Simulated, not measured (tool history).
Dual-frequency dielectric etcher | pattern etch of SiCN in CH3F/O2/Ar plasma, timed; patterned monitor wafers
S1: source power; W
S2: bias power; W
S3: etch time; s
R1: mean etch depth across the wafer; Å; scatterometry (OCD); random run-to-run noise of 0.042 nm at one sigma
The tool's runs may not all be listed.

run  hour   S1   S2  S3      R1
  1     0  500  100  38  162.13
  2   2.4  460   99  38  153.38
  3   7.2  540   99  38   168.4
  4  14.3  500   99  38  160.66
  5  19.7  500   91  38  157.76
  6  20.7  480   91  38  154.02

The next listed run, before its measurement:
  7  21.7  470  91  38   ?

R1: 151.42 Å

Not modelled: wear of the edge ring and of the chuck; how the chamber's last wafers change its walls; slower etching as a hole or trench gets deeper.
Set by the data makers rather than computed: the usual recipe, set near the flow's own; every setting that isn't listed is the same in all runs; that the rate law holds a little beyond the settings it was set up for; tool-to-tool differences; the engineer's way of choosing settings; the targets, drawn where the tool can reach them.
